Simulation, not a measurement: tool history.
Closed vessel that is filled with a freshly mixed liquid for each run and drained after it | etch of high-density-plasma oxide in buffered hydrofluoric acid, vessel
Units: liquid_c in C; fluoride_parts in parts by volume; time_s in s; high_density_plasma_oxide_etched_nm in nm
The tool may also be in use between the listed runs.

run,day,liquid_c,fluoride_parts,time_s,high_density_plasma_oxide_etched_nm
1,0.000,22.0,16.5,100,88.506
2,0.267,22.0,16.5,110,97.763
3,0.388,23.0,16.5,110,103.780
4,0.500,23.0,16.5,100,94.745
5,0.708,23.0,12.5,100,123.080
6,0.850,23.0,14.0,100,111.390
# day 1.029: hydrofluoric acid flow meter replaced
7,1.029,23.5,14.0,100,101.580
8,1.104,23.5,13.0,100,112.540

The next listed run, before its measurement:
9,1.325,24.0,12.5,100,?

high_density_plasma_oxide_etched_nm: 121.430 nm
